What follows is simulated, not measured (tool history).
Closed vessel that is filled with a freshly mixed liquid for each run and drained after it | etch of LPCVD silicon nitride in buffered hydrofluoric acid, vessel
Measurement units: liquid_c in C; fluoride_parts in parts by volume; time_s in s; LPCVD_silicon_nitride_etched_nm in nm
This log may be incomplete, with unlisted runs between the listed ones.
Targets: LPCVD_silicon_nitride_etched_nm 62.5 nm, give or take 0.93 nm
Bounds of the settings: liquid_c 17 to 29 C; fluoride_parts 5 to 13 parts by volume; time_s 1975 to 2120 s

run	hour	liquid_c	fluoride_parts	time_s	LPCVD_silicon_nitride_etched_nm
1	0	21	8	1975	29.921
2	4.3	22.5	7.5	1975	34.908
3	9	22.5	6.5	1975	40.042
4	16.3	23.5	6.5	1975	42.298
5	24.2	23.5	8	1975	34.39
6	27.2	23.5	8	1975	34.222
7	35.7	24.5	7.5	1975	38.863
# hour 37.9: thermometer replaced
8	37.9	25.5	7	1975	47.849
9	41.9	29	7	1975	57.787

Which of these 5 next moves meets every target?
A	45.9	25.5	5.5	2040	?
B	45.9	28.5	6	1985	?
C	45.9	28.5	6.5	1975	?
D	45.9	29	7.5	2035	?
E	45.9	29	6.5	1985	?

move	LPCVD_silicon_nitride_etched_nm
A	60.971
B	64.679
C	60.053
D	55.309
E	61.97
A: gains on the last run, yet a result remains outside its allowed miss
B: takes the biggest miss from the last run beyond its target
C: gains on the last run, yet a result remains outside its allowed miss
D: moves away from the targets compared with the last run
E: all results in spec
E is the move that brings every result within its allowed miss.

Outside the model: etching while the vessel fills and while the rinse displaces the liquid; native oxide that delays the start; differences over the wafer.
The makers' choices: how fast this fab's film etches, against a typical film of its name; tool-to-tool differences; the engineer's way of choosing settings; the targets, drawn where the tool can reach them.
